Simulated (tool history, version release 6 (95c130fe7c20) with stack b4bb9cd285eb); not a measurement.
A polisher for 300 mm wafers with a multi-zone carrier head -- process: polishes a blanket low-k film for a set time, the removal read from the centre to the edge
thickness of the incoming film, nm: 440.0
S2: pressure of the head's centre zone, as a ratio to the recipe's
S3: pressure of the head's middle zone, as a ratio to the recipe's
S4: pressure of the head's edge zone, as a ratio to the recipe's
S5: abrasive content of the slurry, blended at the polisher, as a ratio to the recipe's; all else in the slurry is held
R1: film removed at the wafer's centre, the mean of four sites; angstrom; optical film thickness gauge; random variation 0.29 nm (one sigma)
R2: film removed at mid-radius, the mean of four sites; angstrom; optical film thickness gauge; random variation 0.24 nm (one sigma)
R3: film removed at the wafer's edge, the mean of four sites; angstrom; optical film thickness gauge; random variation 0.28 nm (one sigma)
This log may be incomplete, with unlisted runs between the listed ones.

Run 1, day 0.000: flow of slurry (ml/min) 225, S2 1.00, S3 1.00, S4 1.00, S5 1.00, polishing time (s) 70. Result: R1 192.32 angstrom, R2 196.76 angstrom, R3 185.84 angstrom.
Run 2, day 0.338: flow of slurry (ml/min) 230, S2 1.00, S3 0.96, S4 1.05, S5 1.05, polishing time (s) 70. Result: R1 188.68 angstrom, R2 195.89 angstrom, R3 195.87 angstrom.
Run 3, day 0.383: flow of slurry (ml/min) 230, S2 1.00, S3 1.01, S4 1.05, S5 1.05, polishing time (s) 70. Result: R1 190.22 angstrom, R2 203.82 angstrom, R3 195.95 angstrom.
Run 4, day 0.471: flow of slurry (ml/min) 230, S2 1.00, S3 1.01, S4 1.05, S5 1.05, polishing time (s) 60. Result: R1 166.87 angstrom, R2 174.79 angstrom, R3 165.86 angstrom.
Run 5, day 0.546: flow of slurry (ml/min) 230, S2 1.00, S3 0.95, S4 1.05, S5 1.05, polishing time (s) 60. Result: R1 165.83 angstrom, R2 162.96 angstrom, R3 166.56 angstrom.
Run 6, day 0.575: flow of slurry (ml/min) 230, S2 1.02, S3 0.92, S4 1.08, S5 1.20, polishing time (s) 61. Result: R1 179.99 angstrom, R2 174.00 angstrom, R3 181.39 angstrom.

Expected results for the next run?
Run 7, day 0.746: flow of slurry (ml/min) 235, S2 1.03, S3 0.89, S4 1.11, S5 1.30, polishing time (s) 62. Result: R1 ?, R2 ?, R3 ?.

For run 7 the tool returned R1 189.63 angstrom, R2 170.51 angstrom, R3 190.24 angstrom.
